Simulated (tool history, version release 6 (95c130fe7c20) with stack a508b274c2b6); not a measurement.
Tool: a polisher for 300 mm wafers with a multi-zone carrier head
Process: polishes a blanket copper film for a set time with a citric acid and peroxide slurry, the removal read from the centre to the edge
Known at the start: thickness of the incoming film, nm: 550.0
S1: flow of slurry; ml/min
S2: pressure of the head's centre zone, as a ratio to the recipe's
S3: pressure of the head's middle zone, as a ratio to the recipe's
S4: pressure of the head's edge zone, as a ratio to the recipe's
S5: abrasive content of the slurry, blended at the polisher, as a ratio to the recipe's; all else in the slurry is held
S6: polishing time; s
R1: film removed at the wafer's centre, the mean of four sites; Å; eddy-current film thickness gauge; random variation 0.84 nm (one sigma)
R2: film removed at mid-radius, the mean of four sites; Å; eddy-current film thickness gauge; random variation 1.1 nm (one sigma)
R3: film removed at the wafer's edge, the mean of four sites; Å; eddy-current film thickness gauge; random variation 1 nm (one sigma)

run  hour   S1    S2    S3    S4    S5   S6      R1      R2      R3
  1     0  285     1     1     1     1   88    1564  1558.3  1534.6
  2   4.2  285  1.07     1     1     1   88  1706.3  1523.1  1557.1
  3  10.3  285  1.07     1     1     1  110  2106.5  1939.5  1888.6
  4  11.8  285  1.07     1     1   1.1  110  2114.3  1940.2  1938.5
  5  15.3  280  1.03     1  0.96  0.95   94  1695.2  1642.3  1592.9
  6    19  280  1.03     1  0.96  0.75   94  1640.8  1556.9  1524.5
     26.9  -- slurry nozzle cleaned
  7  26.9  285  0.95  1.06  0.86   0.5   69  1101.9  1181.5  1054.4
  8  32.2  285  0.95  1.06  0.85   0.5   65  1044.9  1124.7  973.31
  9  40.8  280  0.94  1.05  0.84   0.5   63  1014.9  1079.9  938.87
 10  44.4  280  0.94  1.05  0.84   0.5   63  1012.7  1066.9  944.34
 11  47.1  275  0.93  1.05  0.83   0.5   62  976.45  1045.7  938.33

Run 12 comes next. What will it give?
 12  48.4  270  0.93  1.05  0.83  0.5  61   ?   ?   ?

{"run 12": {"R1": 944.75, "R2": 1036.1, "R3": 895.6}}
